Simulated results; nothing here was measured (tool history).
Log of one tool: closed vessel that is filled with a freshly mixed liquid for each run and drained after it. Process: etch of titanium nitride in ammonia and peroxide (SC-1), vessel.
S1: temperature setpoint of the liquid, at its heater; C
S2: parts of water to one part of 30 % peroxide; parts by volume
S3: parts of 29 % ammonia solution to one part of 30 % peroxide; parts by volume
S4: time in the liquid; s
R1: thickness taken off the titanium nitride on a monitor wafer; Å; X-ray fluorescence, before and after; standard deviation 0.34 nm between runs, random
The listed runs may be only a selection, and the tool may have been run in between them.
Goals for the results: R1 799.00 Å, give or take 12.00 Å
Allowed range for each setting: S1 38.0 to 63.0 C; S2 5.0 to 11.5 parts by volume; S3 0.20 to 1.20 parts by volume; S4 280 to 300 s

run	day	S1	S2	S3	S4	R1
1	0.000	47.0	6.5	0.85	280	355.15
2	0.371	51.5	6.5	0.85	280	484.75
3	0.621	45.0	6.5	0.85	280	305.26
4	0.879	45.0	6.5	0.85	280	305.86
5	0.929	48.5	6.5	0.85	280	393.80
6	0.983	50.0	6.5	0.85	280	434.92
# day 1.075: new drum of ammonia solution connected
7	1.075	51.0	6.5	0.85	280	466.93
8	1.371	52.0	6.5	0.85	280	503.81

5 candidate next runs follow, results not yet known. Just one meets every target within its allowed miss. Identify it.
A	1.667	57.5	6.5	0.95	300	?
B	1.667	49.5	6.5	0.75	280	?
C	1.667	42.0	6.0	0.95	280	?
D	1.667	46.5	8.0	0.30	280	?
E	1.667	48.0	6.5	0.85	300	?

move	R1
A	790.79
B	413.86
C	259.40
D	259.50
E	406.26
A: hits every target within its allowed miss
B: lands further from the targets than the last run did
C: lands further from the targets than the last run did
D: lands further from the targets than the last run did
E: lands further from the targets than the last run did
The move that meets every target is A.
